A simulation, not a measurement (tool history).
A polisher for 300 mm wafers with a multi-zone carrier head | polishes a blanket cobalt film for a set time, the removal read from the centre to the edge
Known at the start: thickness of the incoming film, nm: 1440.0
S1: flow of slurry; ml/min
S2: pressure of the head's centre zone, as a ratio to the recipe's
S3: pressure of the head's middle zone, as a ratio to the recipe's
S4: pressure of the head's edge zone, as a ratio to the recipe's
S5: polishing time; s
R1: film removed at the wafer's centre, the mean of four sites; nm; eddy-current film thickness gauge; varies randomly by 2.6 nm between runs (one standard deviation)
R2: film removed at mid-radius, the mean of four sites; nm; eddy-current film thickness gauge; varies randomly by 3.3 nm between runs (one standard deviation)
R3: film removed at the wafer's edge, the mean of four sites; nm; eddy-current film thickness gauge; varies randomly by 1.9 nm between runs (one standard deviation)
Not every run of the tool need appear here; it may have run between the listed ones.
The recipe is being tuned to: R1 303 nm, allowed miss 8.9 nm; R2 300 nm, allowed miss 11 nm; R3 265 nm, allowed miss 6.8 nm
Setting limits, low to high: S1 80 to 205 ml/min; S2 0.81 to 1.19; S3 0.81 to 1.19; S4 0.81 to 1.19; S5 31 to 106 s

run 1 hour=0 | S1=135 S2=1 S3=1 S4=1 S5=68 | R1=185.75 R2=191.94 R3=187.15
run 2 hour=4.7 | S1=150 S2=1.05 S3=1.05 S4=1.04 S5=73 | R1=212.97 R2=219.51 R3=208.38
run 3 hour=8.3 | S1=150 S2=1.05 S3=1.05 S4=1.08 S5=73 | R1=216.19 R2=218.6 R3=210.69
run 4 hour=16.3 | S1=130 S2=1.05 S3=1.05 S4=1.08 S5=73 | R1=207.62 R2=209.69 R3=207.66
run 5 hour=20.3 | S1=130 S2=1.05 S3=1.05 S4=1.13 S5=73 | R1=205.48 R2=217.16 R3=214.49
run 6 hour=21.7 | S1=130 S2=1.05 S3=1.05 S4=1.19 S5=73 | R1=205.26 R2=213.96 R3=219.58
run 7 hour=29.1 | S1=165 S2=1.15 S3=1.15 S4=1.17 S5=84 | R1=275.01 R2=279.35 R3=257.26
run 8 hour=29.8 | S1=175 S2=1.16 S3=1.16 S4=1.17 S5=84 | R1=284.38 R2=275.67 R3=257.28
run 9 hour=30.6 | S1=175 S2=1.16 S3=1.17 S4=1.15 S5=85 | R1=287.64 R2=291.8 R3=258.49
run 10 hour=35.8 | S1=175 S2=1.16 S3=1.17 S4=1.15 S5=85 | R1=285.62 R2=289.55 R3=257.59

Which one of the following 5 next-run settings gets every result inside its allowed miss? There is exactly one.
run A hour=41 | S1=170 S2=1.1 S3=1.12 S4=1.12 S5=83 | R1=? R2=? R3=?
run B hour=41 | S1=185 S2=1.1 S3=1.19 S4=1.12 S5=85 | R1=? R2=? R3=?
run C hour=41 | S1=170 S2=1.19 S3=1.17 S4=1.11 S5=89 | R1=? R2=? R3=?
run D hour=41 | S1=170 S2=1.06 S3=1.12 S4=1.19 S5=85 | R1=? R2=? R3=?
run E hour=41 | S1=175 S2=1.14 S3=1.19 S4=1.06 S5=88 | R1=? R2=? R3=?

move=A R1=260.78 R2=268.31 R3=245.98
move=B R1=271.35 R2=293.55 R3=254.23
move=C R1=302.78 R2=298.6 R3=262.47
move=D R1=257.29 R2=274.81 R3=259.32
move=E R1=288.32 R2=301.16 R3=254.87
A: its largest miss is bigger than the last run's
B: its largest miss is bigger than the last run's
C: all results in spec
D: its largest miss is bigger than the last run's
E: moves toward the targets from the last run without getting all of them in spec
So the answer is move C, the one that meets all the targets.
